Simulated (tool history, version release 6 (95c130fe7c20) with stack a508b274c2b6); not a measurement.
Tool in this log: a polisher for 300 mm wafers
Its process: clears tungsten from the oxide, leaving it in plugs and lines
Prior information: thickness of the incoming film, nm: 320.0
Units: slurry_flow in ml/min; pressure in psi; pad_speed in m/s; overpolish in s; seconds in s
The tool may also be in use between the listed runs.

Run 1, hour 0: slurry_flow 125 ml/min, pressure 2.7 psi, pad_speed 1.24 m/s, slurry_solids 1, overpolish 10 s. Result: seconds 79.822 s.
Run 2, hour 5.9: slurry_flow 125 ml/min, pressure 2.7 psi, pad_speed 1.24 m/s, slurry_solids 1.1, overpolish 10 s. Result: seconds 75.766 s.
Run 3, hour 14.3: slurry_flow 125 ml/min, pressure 2.4 psi, pad_speed 1.22 m/s, slurry_solids 1.1, overpolish 10 s. Result: seconds 83.99 s.
Run 4, hour 15: slurry_flow 125 ml/min, pressure 2.4 psi, pad_speed 1.22 m/s, slurry_solids 1.1, overpolish 7 s. Result: seconds 84.768 s.
Run 5, hour 23.2: slurry_flow 125 ml/min, pressure 2.7 psi, pad_speed 1.22 m/s, slurry_solids 1.1, overpolish 7 s. Result: seconds 78.857 s.
Run 6, hour 26.1: slurry_flow 125 ml/min, pressure 2.7 psi, pad_speed 1.48 m/s, slurry_solids 1.1, overpolish 7 s. Result: seconds 65.746 s.
Run 7, hour 29.1: slurry_flow 125 ml/min, pressure 2.4 psi, pad_speed 1.42 m/s, slurry_solids 1.1, overpolish 7 s. Result: seconds 76.022 s.
Run 8, hour 29.7: slurry_flow 125 ml/min, pressure 2.1 psi, pad_speed 1.4 m/s, slurry_solids 1.1, overpolish 7 s. Result: seconds 85.156 s.
Run 9, hour 37.8: slurry_flow 125 ml/min, pressure 1.9 psi, pad_speed 1.38 m/s, slurry_solids 1.1, overpolish 7 s. Result: seconds 88.858 s.
Run 10, hour 42.3: slurry_flow 125 ml/min, pressure 1.7 psi, pad_speed 1.34 m/s, slurry_solids 1.1, overpolish 7 s. Result: seconds 99.642 s.

Run 11 is up next; what results do you expect?
Run 11, hour 50.7: slurry_flow 125 ml/min, pressure 1.6 psi, pad_speed 1.34 m/s, slurry_solids 1.1, overpolish 7 s. Result: seconds ?.

seconds: 109.53 s
